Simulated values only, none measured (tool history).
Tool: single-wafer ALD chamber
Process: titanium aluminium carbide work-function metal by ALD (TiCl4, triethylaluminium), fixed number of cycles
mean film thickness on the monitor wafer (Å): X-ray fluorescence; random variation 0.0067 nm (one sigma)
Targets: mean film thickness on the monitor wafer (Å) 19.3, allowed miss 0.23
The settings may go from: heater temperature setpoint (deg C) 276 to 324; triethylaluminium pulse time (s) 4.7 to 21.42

run  hour  heater temperature setpoint (deg C)  triethylaluminium pulse time (s)  mean film thickness on the monitor wafer (Å)
  1     0                                  300                             13.06                                         21.29
  2     9                                  300                             15.64                                        21.837
  3  10.6                                  295                             14.96                                        21.242
  4  18.3                                  304                             14.96                                        21.999
  5  25.5                                  298                             14.11                                         21.51
  6  27.2                                  293                             14.11                                        21.072
  7  35.2                                  289                             13.13                                        20.395
  8  40.7                                  287                             12.95                                        20.282
  9  44.9                                  285                             12.68                                        20.147
 10  50.4                                  276                             10.45                                        18.749
 11  57.7                                  277                             10.52                                        18.913
 12  60.2                                  278                             10.58                                        19.055
 13  62.9                                  279                             10.62                                        18.956
     68.8  -- triethylaluminium bottle replaced
 14  68.8                                  279                             10.62                                        20.106
 15  70.9                                  278                              10.9                                        20.074
 16  72.9                                  278                             10.33                                        20.023
 17  78.5                                  278                             10.33                                        19.874
 18  83.3                                  278                             10.61                                        19.949
 19  87.6                                  278                             12.26                                         20.07
 20  89.3                                  278                             11.73                                        20.126
 21  96.1                                  278                             11.29                                        19.893

Which of these 4 next moves meets every target?
  A  102.9                                  277                              8.39                                             ?
  B  102.9                                  278                                 7                                             ?
  C  102.9                                  276                              6.62                                             ?
  D  102.9                                  276                              7.14                                             ?

move  mean film thickness on the monitor wafer (Å)
   A                                        19.392
   B                                        18.907
   C                                        18.551
   D                                        18.821
A: meets every target
B: takes the result that was furthest off past its target
C: takes the result that was furthest off past its target
D: takes the result that was furthest off past its target
The right move is A.

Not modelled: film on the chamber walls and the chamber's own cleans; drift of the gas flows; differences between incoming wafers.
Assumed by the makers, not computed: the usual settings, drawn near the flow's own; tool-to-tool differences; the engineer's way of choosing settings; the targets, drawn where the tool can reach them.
